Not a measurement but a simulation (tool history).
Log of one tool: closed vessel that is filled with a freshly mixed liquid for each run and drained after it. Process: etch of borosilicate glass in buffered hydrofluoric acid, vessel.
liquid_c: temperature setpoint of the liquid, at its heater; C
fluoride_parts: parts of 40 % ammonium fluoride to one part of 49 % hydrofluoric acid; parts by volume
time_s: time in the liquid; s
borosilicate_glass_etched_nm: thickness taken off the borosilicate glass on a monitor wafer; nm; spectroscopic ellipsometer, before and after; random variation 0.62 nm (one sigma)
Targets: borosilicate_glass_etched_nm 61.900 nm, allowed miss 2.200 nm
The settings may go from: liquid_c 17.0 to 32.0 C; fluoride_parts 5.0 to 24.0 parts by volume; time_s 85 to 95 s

run  hour  liquid_c  fluoride_parts  time_s  borosilicate_glass_etched_nm
  1   0.0      24.0            14.5      85                        71.489
  2   4.6      24.0            14.5      85                        73.273
  3   8.6      27.0            14.5      85                        85.226
  4  14.2      27.0            14.5      85                        86.148
  5  23.5      27.0            14.5      95                        95.903
  6  27.3      25.0            14.5      95                        85.579
  7  30.0      21.0            15.0      95                        67.367
  8  37.2      20.5            15.0      95                        65.266

Which of these 4 next moves meets every target?
  A  44.4      18.0            13.5      85                             ?
  B  44.4      18.5            14.0      95                             ?
  C  44.4      21.0            13.5      90                             ?
  D  44.4      21.5            16.0      85                             ?

move  borosilicate_glass_etched_nm
   A                        55.837
   B                        61.888
   C                        69.741
   D                        57.197
A: takes the result that was furthest off past its target
B: meets every target
C: further off than the last run
D: takes the result that was furthest off past its target
Move B is the one to make.
